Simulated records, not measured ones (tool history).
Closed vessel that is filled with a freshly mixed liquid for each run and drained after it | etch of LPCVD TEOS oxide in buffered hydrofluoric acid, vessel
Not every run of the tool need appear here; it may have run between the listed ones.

| run | hour | temperature setpoint of the liquid (C) | parts of 40 % ammonium fluoride to one part of 49 % hydrofluoric acid (parts by volume) | time in the liquid (s) | thickness taken off the LPCVD TEOS oxide on a monitor wafer (nm) |
|---|---|---|---|---|---|
| 1 | 0 | 24 | 19 | 100 | 163.19 |
| 2 | 6.3 | 26 | 18.5 | 100 | 186.88 |
| 3 | 12.2 | 26 | 18.5 | 105 | 197.31 |
| 4 | 13.2 | 27.5 | 18 | 105 | 216.19 |
| 5 | 17.3 | 28.5 | 17.5 | 105 | 239.15 |
| 6 | 19.2 | 29.5 | 17.5 | 105 | 249.64 |
| 7 | 24.6 | 30 | 17.5 | 105 | 258.13 |

Run 8 is up next; what results do you expect?
| 8 | 26.9 | 30 | 17.5 | 105 | ? |

{"run 8": {"thickness taken off the LPCVD TEOS oxide on a monitor wafer (nm)": 254.09}}
